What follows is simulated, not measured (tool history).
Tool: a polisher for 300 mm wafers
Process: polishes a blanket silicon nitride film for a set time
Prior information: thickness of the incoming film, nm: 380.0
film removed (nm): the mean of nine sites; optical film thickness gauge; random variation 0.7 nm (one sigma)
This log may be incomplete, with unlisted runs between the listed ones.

run	day	flow of slurry (ml/min)	pressure of the wafer on the pad (psi)	speed of the pad under the wafer (m/s)	polishing time (s)	film removed (nm)
1	0.000	310	3.8	0.84	22	31.441
2	0.108	310	3.8	0.76	22	28.697
3	0.458	310	3.8	0.86	22	31.697
4	0.575	310	3.8	1.06	22	37.133
5	0.925	310	4.0	1.06	22	38.936
6	1.267	310	4.0	0.88	22	33.796
7	1.517	310	4.2	0.88	22	34.953
8	1.792	310	4.4	0.90	22	37.883
9	2.117	310	4.6	0.90	22	39.645
10	2.417	310	4.7	0.90	22	40.453
11	2.488	310	4.8	0.90	22	41.673
12	2.696	310	4.9	0.90	22	42.618
13	3.062	310	5.0	0.90	22	41.757
14	3.433	310	5.1	0.92	22	45.001
15	3.500	310	5.2	0.92	22	43.753
16	3.721	310	5.3	0.94	22	47.128

Run 17 comes next. What will it give?
17	4.067	310	5.4	0.94	22	?

film removed (nm): 47.829
